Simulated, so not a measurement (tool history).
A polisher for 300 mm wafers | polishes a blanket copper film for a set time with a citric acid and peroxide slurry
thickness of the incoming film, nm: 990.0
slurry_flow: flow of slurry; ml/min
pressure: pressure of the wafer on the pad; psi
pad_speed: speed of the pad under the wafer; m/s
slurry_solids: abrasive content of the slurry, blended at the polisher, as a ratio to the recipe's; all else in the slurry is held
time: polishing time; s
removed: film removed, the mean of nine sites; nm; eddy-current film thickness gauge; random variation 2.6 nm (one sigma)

run  hour  slurry_flow  pressure  pad_speed  slurry_solids  time  removed
  1   0.0          290       4.0       1.14            1.0    60   229.45
  2   6.8          290       4.0       1.14            1.0    60   228.71
  3  13.8          290       4.0       1.14            1.0    54   207.31
  4  17.7          290       4.0       1.14            1.0    54   209.34
  5  25.0          290       4.2       1.14            1.0    54   216.18
  6  25.9          290       4.2       0.92            1.0    54   180.18
  7  27.4          290       4.6       0.92            1.0    54   195.36
  8  29.8          290       4.9       0.92            1.0    54   202.89
  9  37.7          290       4.9       0.92            1.0    54   206.60
 10  43.6          290       5.2       0.94            1.0    54   225.17
 11  46.8          290       5.4       0.94            1.0    54   227.58
 12  48.4          290       5.6       0.96            1.0    54   238.87
 13  53.1          290       5.7       0.98            1.0    54   251.15
 14  54.4          290       5.8       0.98            1.0    54   253.09
 15  61.1          290       5.8       0.98            1.0    54   256.29

Run 16 comes next. What will it give?
 16  69.6          290       5.9       0.98            1.0    54        ?

Run 16 gave removed 261.93 nm.
